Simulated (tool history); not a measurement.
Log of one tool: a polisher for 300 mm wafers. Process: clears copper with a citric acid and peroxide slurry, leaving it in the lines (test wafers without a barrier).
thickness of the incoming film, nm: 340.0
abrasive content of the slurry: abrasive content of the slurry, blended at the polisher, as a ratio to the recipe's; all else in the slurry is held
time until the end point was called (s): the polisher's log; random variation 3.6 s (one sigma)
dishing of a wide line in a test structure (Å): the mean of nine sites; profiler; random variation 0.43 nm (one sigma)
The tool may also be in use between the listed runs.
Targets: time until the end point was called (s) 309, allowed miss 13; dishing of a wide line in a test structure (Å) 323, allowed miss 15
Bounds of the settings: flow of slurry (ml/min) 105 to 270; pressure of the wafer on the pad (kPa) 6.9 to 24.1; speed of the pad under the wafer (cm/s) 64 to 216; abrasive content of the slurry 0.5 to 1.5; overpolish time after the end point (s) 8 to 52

| run | day | flow of slurry (ml/min) | pressure of the wafer on the pad (kPa) | speed of the pad under the wafer (cm/s) | abrasive content of the slurry | overpolish time after the end point (s) | time until the end point was called (s) | dishing of a wide line in a test structure (Å) |
|---|---|---|---|---|---|---|---|---|
| 1 | 0 | 175 | 15.2 | 140 | 1 | 26 | 181.29 | 314.53 |
| 2 | 0.354 | 205 | 15.2 | 140 | 1 | 26 | 176.78 | 315.93 |
| 3 | 0.479 | 205 | 15.2 | 154 | 1 | 26 | 163.97 | 344.12 |
| 4 | 0.679 | 205 | 15.2 | 154 | 1 | 16 | 160.59 | 229.27 |
| 5 | 0.854 | 205 | 13.8 | 152 | 1 | 19 | 179.69 | 243.19 |
| 6 | 1.067 | 205 | 13.1 | 152 | 1 | 21 | 191.38 | 255.31 |
| 7 | 1.308 | 185 | 9 | 152 | 1 | 34 | 268.34 | 282.86 |
| 8 | 1.579 | 185 | 9 | 152 | 1 | 35 | 264.56 | 285.61 |
| 9 | 1.725 | 165 | 6.9 | 150 | 1 | 46 | 338.67 | 285.65 |
| 10 | 2.062 | 170 | 6.9 | 150 | 1 | 46 | 333.29 | 289.25 |

4 next moves are on the table. One of them brings every result within its allowed miss. Which?
| A | 2.4 | 150 | 10.3 | 130 | 1 | 43 | ? | ? |
| B | 2.4 | 140 | 8.3 | 146 | 0.9 | 49 | ? | ? |
| C | 2.4 | 145 | 9 | 158 | 0.85 | 37 | ? | ? |
| D | 2.4 | 180 | 6.9 | 150 | 0.95 | 46 | ? | ? |

| move | time until the end point was called (s) | dishing of a wide line in a test structure (Å) |
|---|---|---|
| A | 278.67 | 329.86 |
| B | 315.99 | 324.46 |
| C | 278.49 | 292.19 |
| D | 343.09 | 288.09 |
A: brings the result that was furthest off to its target, and leaves another outside
B: meets every target
C: as far off as the last run
D: further off than the last run
The right move is B.
